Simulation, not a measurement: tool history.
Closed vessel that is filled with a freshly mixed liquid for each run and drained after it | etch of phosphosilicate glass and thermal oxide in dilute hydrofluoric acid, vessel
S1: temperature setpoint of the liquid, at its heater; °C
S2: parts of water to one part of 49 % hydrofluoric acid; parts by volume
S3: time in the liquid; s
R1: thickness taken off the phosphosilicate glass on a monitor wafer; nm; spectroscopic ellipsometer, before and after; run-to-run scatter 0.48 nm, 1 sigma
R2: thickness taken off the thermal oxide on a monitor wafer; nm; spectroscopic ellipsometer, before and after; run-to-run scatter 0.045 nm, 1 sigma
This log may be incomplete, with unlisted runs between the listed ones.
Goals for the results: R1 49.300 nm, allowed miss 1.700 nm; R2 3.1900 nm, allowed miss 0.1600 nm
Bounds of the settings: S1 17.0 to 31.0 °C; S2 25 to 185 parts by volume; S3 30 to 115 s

| run | hour | S1 | S2 | S3 | R1 | R2 |
|---|---|---|---|---|---|---|
| 1 | 0.0 | 23.0 | 105 | 60 | 36.239 | 2.3385 |
| 2 | 5.5 | 23.0 | 90 | 60 | 42.978 | 2.6975 |
| 3 | 6.9 | 20.5 | 90 | 60 | 38.615 | 2.5460 |
| 4 | 12.6 | 21.0 | 90 | 60 | 39.389 | 2.4906 |
| 5 | 14.5 | 21.0 | 90 | 85 | 56.447 | 3.6268 |
| 6 | 19.4 | 21.0 | 125 | 85 | 38.605 | 2.5442 |
| 7 | 27.5 | 22.0 | 125 | 85 | 40.044 | 2.6106 |
| 8 | 31.5 | 22.5 | 125 | 85 | 40.555 | 2.6235 |

Exercise: of the 5 proposed moves below, exactly one satisfies all targets within the stated allowed misses. Which move is it?
| A | 35.5 | 22.5 | 110 | 95 | ? | ? |
| B | 35.5 | 25.5 | 115 | 75 | ? | ? |
| C | 35.5 | 17.0 | 105 | 115 | ? | ? |
| D | 35.5 | 17.0 | 115 | 115 | ? | ? |
| E | 35.5 | 25.0 | 140 | 80 | ? | ? |

| move | R1 | R2 |
|---|---|---|
| A | 53.812 | 3.4400 |
| B | 45.441 | 2.9048 |
| C | 54.775 | 3.5015 |
| D | 49.503 | 3.1645 |
| E | 37.891 | 2.4222 |
A: moves the result that the last run missed by most past its target, out the other side
B: an improvement on the last run, though not all results are within tolerance
C: moves the result that the last run missed by most past its target, out the other side
D: meets every target
E: further off than the last run
Move D is the one to make.
